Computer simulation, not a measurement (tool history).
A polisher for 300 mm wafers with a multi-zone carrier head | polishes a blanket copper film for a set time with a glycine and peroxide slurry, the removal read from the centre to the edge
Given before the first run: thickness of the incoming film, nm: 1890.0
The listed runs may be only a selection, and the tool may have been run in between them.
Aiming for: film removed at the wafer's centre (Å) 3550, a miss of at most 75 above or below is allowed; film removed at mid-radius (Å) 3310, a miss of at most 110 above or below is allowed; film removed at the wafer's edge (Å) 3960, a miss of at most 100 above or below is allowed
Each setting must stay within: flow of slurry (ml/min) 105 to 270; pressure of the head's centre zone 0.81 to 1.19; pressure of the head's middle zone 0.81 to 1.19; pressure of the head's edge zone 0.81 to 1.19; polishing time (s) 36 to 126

| run | hour | flow of slurry (ml/min) | pressure of the head's centre zone | pressure of the head's middle zone | pressure of the head's edge zone | polishing time (s) | film removed at the wafer's centre (Å) | film removed at mid-radius (Å) | film removed at the wafer's edge (Å) |
|---|---|---|---|---|---|---|---|---|---|
| 1 | 0 | 175 | 1 | 1 | 1 | 81 | 2985.5 | 3039.1 | 3077 |
| 2 | 0.9 | 175 | 1 | 1 | 1 | 63 | 2382.6 | 2379.4 | 2399.5 |
| 3 | 8.2 | 175 | 1 | 0.99 | 1.02 | 66 | 2464.1 | 2496 | 2554.3 |
| 4 | 10.1 | 135 | 1 | 0.99 | 1.02 | 66 | 2335.2 | 2335 | 2491.7 |
| 5 | 12.1 | 135 | 1.01 | 0.99 | 1.04 | 69 | 2487.5 | 2454.7 | 2603.8 |
| 6 | 20.5 | 140 | 1.01 | 0.98 | 1.06 | 72 | 2582.1 | 2569.3 | 2738.7 |
| 7 | 21.9 | 140 | 1.01 | 0.97 | 1.07 | 75 | 2712.3 | 2676 | 2840.1 |
|  | 27 | worn pad replaced by a new one |
| 8 | 27 | 135 | 1.01 | 0.95 | 1.08 | 78 | 2997.4 | 2853.1 | 3165.8 |
| 9 | 35.3 | 145 | 1 | 0.94 | 1.09 | 78 | 2974.8 | 2816.4 | 3202.3 |
| 10 | 41.7 | 155 | 1 | 0.94 | 1.1 | 78 | 3016.9 | 2906.8 | 3247.4 |
| 11 | 49.3 | 165 | 1 | 0.93 | 1.11 | 78 | 3064.3 | 2915.5 | 3272 |
| 12 | 57.5 | 175 | 0.99 | 0.92 | 1.12 | 78 | 3087.2 | 2887.2 | 3390.8 |

Of the 4 settings listed for the next run, only one would bring every result within its allowed miss of target. Which one?
| A | 65.7 | 190 | 1.02 | 0.89 | 1.15 | 90 | ? | ? | ? |
| B | 65.7 | 160 | 1 | 0.84 | 1.19 | 91 | ? | ? | ? |
| C | 65.7 | 130 | 0.85 | 0.81 | 1.19 | 91 | ? | ? | ? |
| D | 65.7 | 160 | 0.93 | 0.84 | 1.02 | 97 | ? | ? | ? |

| move | film removed at the wafer's centre (Å) | film removed at mid-radius (Å) | film removed at the wafer's edge (Å) |
|---|---|---|---|
| A | 3702.7 | 3302 | 3943.8 |
| B | 3559.3 | 3096.9 | 3975.2 |
| C | 2905.9 | 2891.6 | 3865.9 |
| D | 3535.4 | 3303 | 3945.7 |
A: takes the biggest miss from the last run beyond its target
B: the worst result of the last run now meets its target, but another is out of spec
C: its largest miss is bigger than the last run's
D: every result lands within tolerance
Go with D: it meets all targets.
